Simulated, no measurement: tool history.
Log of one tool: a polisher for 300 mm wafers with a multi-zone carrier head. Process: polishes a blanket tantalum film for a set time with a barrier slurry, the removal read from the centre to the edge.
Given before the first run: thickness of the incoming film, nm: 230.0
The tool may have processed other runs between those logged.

run  hour  flow of slurry (ml/min)  pressure of the head's centre zone  pressure of the head's middle zone  pressure of the head's edge zone  abrasive content of the slurry  polishing time (s)  film removed at the wafer's centre (Å)  film removed at mid-radius (Å)  film removed at the wafer's edge (Å)
  1     0                      225                                   1                                   1                                 1                               1                  42                                   483.4                           476.6                                476.33
  2   3.7                      220                                0.97                                0.99                              0.97                             0.9                  41                                   449.8                          445.03                                447.62
  3   8.3                      220                                1.05                                0.99                              0.97                             0.9                  41                                  483.92                           449.8                                444.92
  4  16.5                      215                                   1                                   1                              0.95                             0.8                  39                                  414.77                          411.39                                402.17
  5  22.9                      215                                   1                                1.06                              0.95                             0.8                  39                                  412.86                          427.96                                404.47
  6  28.8                      215                                   1                                1.06                              0.87                             0.8                  39                                  418.41                          428.98                                384.33
  7  37.6                      215                                   1                                1.06                              0.87                             0.8                  39                                  404.52                          428.66                                381.28
  8  42.8                      205                                0.97                                1.04                              0.86                            0.75                  39                                  388.75                          407.59                                371.79
  9  50.2                      175                                0.87                                1.02                              0.85                             0.5                  36                                  247.81                          290.56                                270.04

What does the tool deliver on the next run?
 10  52.1                      240                                0.89                                1.03                              0.95                             0.5                  36                                       ?                               ?                                     ?

{"run 10": {"film removed at the wafer's centre (Å)": 272.41, "film removed at mid-radius (Å)": 309.06, "film removed at the wafer's edge (Å)": 295.34}}
